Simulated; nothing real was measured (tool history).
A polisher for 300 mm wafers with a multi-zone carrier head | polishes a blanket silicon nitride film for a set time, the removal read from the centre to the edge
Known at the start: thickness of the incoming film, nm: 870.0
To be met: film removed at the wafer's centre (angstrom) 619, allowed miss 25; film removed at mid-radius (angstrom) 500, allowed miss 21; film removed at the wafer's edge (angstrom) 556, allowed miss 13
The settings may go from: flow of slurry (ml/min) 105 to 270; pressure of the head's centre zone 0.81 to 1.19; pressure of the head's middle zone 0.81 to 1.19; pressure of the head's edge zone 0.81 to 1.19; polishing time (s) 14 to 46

run  hour  flow of slurry (ml/min)  pressure of the head's centre zone  pressure of the head's middle zone  pressure of the head's edge zone  polishing time (s)  film removed at the wafer's centre (angstrom)  film removed at mid-radius (angstrom)  film removed at the wafer's edge (angstrom)
  1     0                      175                                   1                                   1                                 1                  30                                         679.36                                 678.18                                       644.84
  2   1.5                      165                                1.01                                0.97                              0.99                  30                                          676.7                                 660.79                                       651.17
  3   5.2                      165                                1.03                                0.94                              0.98                  29                                         662.71                                 621.83                                       623.58
  4     6                      165                                1.08                                0.94                              0.98                  29                                         709.43                                 610.95                                       617.67
  5  14.6                      165                                1.08                                0.89                              0.98                  29                                         708.49                                  604.9                                       619.42
  6  20.4                      165                                1.02                                0.89                              0.98                  29                                         647.28                                 598.05                                       618.07
  7  28.7                      160                                1.03                                0.88                              0.98                  29                                         656.37                                  591.2                                       625.01
  8  37.1                      155                                1.04                                0.87                              0.97                  29                                         674.76                                 561.75                                       613.42
  9  41.7                      150                                1.03                                0.87                              0.95                  29                                         643.52                                 560.01                                       600.97
 10  46.6                      145                                1.03                                0.87                              0.94                  29                                         648.43                                 560.14                                       600.52

4 next moves are on the table. One of them brings every result within its allowed miss. Which?
  A  51.5                      115                                1.05                                0.81                              0.87                  29                                              ?                                      ?                                            ?
  B  51.5                      195                                1.13                                0.98                              0.81                  28                                              ?                                      ?                                            ?
  C  51.5                      145                                 1.1                                1.06                               0.9                  27                                              ?                                      ?                                            ?
  D  51.5                      120                                1.06                                0.81                              1.01                  30                                              ?                                      ?                                            ?

move  film removed at the wafer's centre (angstrom)  film removed at mid-radius (angstrom)  film removed at the wafer's edge (angstrom)
   A                                         610.15                                 503.09                                        548.7
   B                                         722.81                                 639.01                                       556.52
   C                                          637.7                                 622.43                                        539.4
   D                                         646.13                                 526.81                                       613.92
A: meets every target
B: brings the result that was furthest off to its target, and leaves another outside
C: takes the result that was furthest off past its target
D: further off than the last run
The right move is A.
